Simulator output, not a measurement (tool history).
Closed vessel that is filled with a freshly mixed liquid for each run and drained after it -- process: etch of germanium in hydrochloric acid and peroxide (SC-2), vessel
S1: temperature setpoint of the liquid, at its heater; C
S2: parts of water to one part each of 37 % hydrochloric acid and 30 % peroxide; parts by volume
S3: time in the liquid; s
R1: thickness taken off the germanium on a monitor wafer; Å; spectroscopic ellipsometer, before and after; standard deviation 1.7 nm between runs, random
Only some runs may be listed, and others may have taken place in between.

{"run": 1, "hour": 0.0, "S1": 64.0, "S2": 9, "S3": 30, "R1": 1871.4}
{"run": 2, "hour": 9.0, "S1": 60.5, "S2": 9, "S3": 30, "R1": 1698.5}
{"run": 3, "hour": 12.4, "S1": 60.5, "S2": 9, "S3": 30, "R1": 1703.0}
{"run": 4, "hour": 19.2, "S1": 60.5, "S2": 9, "S3": 30, "R1": 1695.9}
{"run": 5, "hour": 20.5, "S1": 64.0, "S2": 9, "S3": 30, "R1": 1840.9}
{"run": 6, "hour": 29.3, "S1": 66.5, "S2": 8, "S3": 30, "R1": 2008.0}
{"run": 7, "hour": 33.6, "S1": 68.0, "S2": 8, "S3": 30, "R1": 2098.5}
{"run": 8, "hour": 35.7, "S1": 69.0, "S2": 8, "S3": 30, "R1": 2194.1}
{"run": 9, "hour": 39.2, "S1": 69.5, "S2": 8, "S3": 30, "R1": 2211.4}

Predict the results of run 10:
{"run": 10, "hour": 40.3, "S1": 70.0, "S2": 8, "S3": 30, "R1": "?"}

R1: 2228.9 Å
